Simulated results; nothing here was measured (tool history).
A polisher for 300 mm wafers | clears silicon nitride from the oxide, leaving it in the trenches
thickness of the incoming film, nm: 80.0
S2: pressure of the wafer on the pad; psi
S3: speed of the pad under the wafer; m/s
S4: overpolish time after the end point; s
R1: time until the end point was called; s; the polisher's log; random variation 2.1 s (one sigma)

Run 1, hour 0: flow of slurry (ml/min) 140, S2 2.8 psi, S3 1.16 m/s, S4 5 s. Result: R1 74.422 s.
Run 2, hour 5.7: flow of slurry (ml/min) 140, S2 2.6 psi, S3 1.14 m/s, S4 5 s. Result: R1 80.528 s.
Run 3, hour 9.3: flow of slurry (ml/min) 170, S2 2.6 psi, S3 1.14 m/s, S4 5 s. Result: R1 77.814 s.
Run 4, hour 13: flow of slurry (ml/min) 195, S2 2.6 psi, S3 1.14 m/s, S4 5 s. Result: R1 76.368 s.
Run 5, hour 15.1: flow of slurry (ml/min) 195, S2 2.5 psi, S3 1.1 m/s, S4 5 s. Result: R1 80.905 s.
Run 6, hour 16.6: flow of slurry (ml/min) 195, S2 2.4 psi, S3 1.08 m/s, S4 5 s. Result: R1 88.172 s.
Run 7, hour 23.5: flow of slurry (ml/min) 195, S2 2.3 psi, S3 1.06 m/s, S4 5 s. Result: R1 93.634 s.
Run 8, hour 28.7: flow of slurry (ml/min) 195, S2 2.2 psi, S3 1.06 m/s, S4 5 s. Result: R1 95.833 s.
Run 9, hour 33.2: flow of slurry (ml/min) 195, S2 2.1 psi, S3 1.04 m/s, S4 5 s. Result: R1 102.45 s.

Forecast run 10:
Run 10, hour 39.8: flow of slurry (ml/min) 195, S2 2 psi, S3 1.04 m/s, S4 5 s. Result: R1 ?.

Run 10 gave R1 109.47 s.

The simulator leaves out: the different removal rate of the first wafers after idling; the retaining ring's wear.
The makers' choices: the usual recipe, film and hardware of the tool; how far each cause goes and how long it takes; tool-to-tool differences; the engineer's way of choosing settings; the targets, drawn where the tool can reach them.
